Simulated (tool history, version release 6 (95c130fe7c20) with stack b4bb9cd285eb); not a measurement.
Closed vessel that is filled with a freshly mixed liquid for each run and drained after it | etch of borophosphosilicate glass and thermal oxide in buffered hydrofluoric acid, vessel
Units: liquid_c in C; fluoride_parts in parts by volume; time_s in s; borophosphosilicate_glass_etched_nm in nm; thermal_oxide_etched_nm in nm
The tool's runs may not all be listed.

run,day,liquid_c,fluoride_parts,time_s,borophosphosilicate_glass_etched_nm,thermal_oxide_etched_nm
1,0.000,23.0,9.5,60,83.293,79.589
2,0.171,20.5,9.5,60,72.526,69.012
3,0.525,22.5,9.5,60,80.165,77.521
4,0.700,22.5,11.0,60,70.597,68.684
5,0.725,24.0,11.0,60,76.613,74.058
6,0.983,24.0,11.0,85,108.690,104.860

The next listed run, before its measurement:
7,1.121,24.5,11.0,85,?,?

Run 7 gave borophosphosilicate_glass_etched_nm 112.440 nm, thermal_oxide_etched_nm 107.830 nm.
